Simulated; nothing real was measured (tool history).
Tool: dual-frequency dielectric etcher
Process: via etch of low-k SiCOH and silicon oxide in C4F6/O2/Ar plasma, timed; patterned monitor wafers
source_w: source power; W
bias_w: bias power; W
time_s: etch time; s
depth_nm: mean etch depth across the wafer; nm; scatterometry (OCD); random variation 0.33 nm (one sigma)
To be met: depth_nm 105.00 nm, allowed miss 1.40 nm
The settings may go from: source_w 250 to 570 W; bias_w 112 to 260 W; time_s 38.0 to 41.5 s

| run | day | source_w | bias_w | time_s | depth_nm |
|---|---|---|---|---|---|
| 1 | 0.000 | 410 | 186 | 41.5 | 132.22 |
| 2 | 0.071 | 410 | 173 | 41.5 | 130.07 |
| 3 | 0.383 | 410 | 173 | 41.5 | 129.63 |
| 4 | 0.471 | 410 | 155 | 41.5 | 125.16 |
| 5 | 0.550 | 440 | 155 | 41.5 | 129.60 |
| 6 | 0.921 | 480 | 155 | 41.5 | 133.42 |
| 7 | 1.262 | 400 | 118 | 41.0 | 114.20 |
| 8 | 1.317 | 390 | 117 | 41.0 | 112.46 |

5 next moves are on the table. One of them brings every result within its allowed miss. Which?
| A | 1.371 | 400 | 154 | 41.5 | ? |
| B | 1.371 | 400 | 125 | 38.0 | ? |
| C | 1.371 | 380 | 124 | 38.0 | ? |
| D | 1.371 | 380 | 128 | 39.5 | ? |
| E | 1.371 | 400 | 112 | 39.5 | ? |

| move | depth_nm |
|---|---|
| A | 123.94 |
| B | 106.94 |
| C | 104.66 |
| D | 109.76 |
| E | 107.89 |
A: further off than the last run
B: nearer than the last run, and not there yet
C: meets every target
D: nearer than the last run, and not there yet
E: nearer than the last run, and not there yet
The right move is C.

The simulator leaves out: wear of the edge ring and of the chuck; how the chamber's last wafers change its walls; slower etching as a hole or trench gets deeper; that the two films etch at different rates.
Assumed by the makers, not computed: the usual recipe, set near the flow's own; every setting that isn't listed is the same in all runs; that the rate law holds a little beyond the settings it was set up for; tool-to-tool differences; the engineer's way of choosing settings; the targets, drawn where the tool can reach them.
